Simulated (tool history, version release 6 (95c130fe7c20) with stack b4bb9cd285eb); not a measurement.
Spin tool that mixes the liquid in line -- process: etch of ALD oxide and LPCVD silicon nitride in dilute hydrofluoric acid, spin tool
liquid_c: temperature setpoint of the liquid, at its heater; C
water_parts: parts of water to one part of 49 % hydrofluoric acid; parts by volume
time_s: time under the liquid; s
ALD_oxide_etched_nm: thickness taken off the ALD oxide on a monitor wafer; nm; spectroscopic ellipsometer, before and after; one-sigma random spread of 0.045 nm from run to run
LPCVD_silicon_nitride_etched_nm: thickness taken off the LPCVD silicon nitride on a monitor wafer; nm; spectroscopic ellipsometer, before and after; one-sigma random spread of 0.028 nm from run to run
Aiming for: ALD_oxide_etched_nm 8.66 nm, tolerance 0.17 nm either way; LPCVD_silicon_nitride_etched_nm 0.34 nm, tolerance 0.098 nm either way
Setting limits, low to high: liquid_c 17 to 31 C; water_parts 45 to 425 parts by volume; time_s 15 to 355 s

run	hour	liquid_c	water_parts	time_s	ALD_oxide_etched_nm	LPCVD_silicon_nitride_etched_nm
1	0	23	235	180	12.383	0.3394
2	2.7	23	150	180	21.148	0.55662
3	9	22.5	170	180	18.24	0.49283
4	13.3	22	185	180	15.818	0.39794
5	14	22	185	130	11.539	0.30014
6	16.8	21.5	190	130	10.99	0.27859
7	22.1	21.5	190	130	10.902	0.33047
8	25	21	190	130	10.819	0.31443
9	32.5	20.5	190	130	10.46	0.32639
10	38.9	20	190	130	10.254	0.27301
11	40.8	19.5	190	130	10.165	0.27602
12	47.1	18.5	200	130	9.2155	0.22246
13	51.3	19	205	130	9.1579	0.23972
14	52.6	19.5	210	130	9.0028	0.26089

Pick the move, out of 5, that brings all results within their allowed miss; only one does.
A	53.9	17	110	65	?	?
B	53.9	27.5	290	145	?	?
C	53.9	26	305	165	?	?
D	53.9	26.5	350	185	?	?
E	53.9	28	375	185	?	?

move	ALD_oxide_etched_nm	LPCVD_silicon_nitride_etched_nm
A	8.5699	0.19558
B	8.9393	0.33107
C	9.0553	0.32754
D	8.6021	0.3294
E	8.2202	0.335
A: brings the result that was furthest off to its target, and leaves another outside
B: better than the last run, though not everything is in spec
C: moves away from the targets compared with the last run
D: each result inside its tolerance
E: takes the result that was furthest off past its target
Correct choice: D, which meets every target

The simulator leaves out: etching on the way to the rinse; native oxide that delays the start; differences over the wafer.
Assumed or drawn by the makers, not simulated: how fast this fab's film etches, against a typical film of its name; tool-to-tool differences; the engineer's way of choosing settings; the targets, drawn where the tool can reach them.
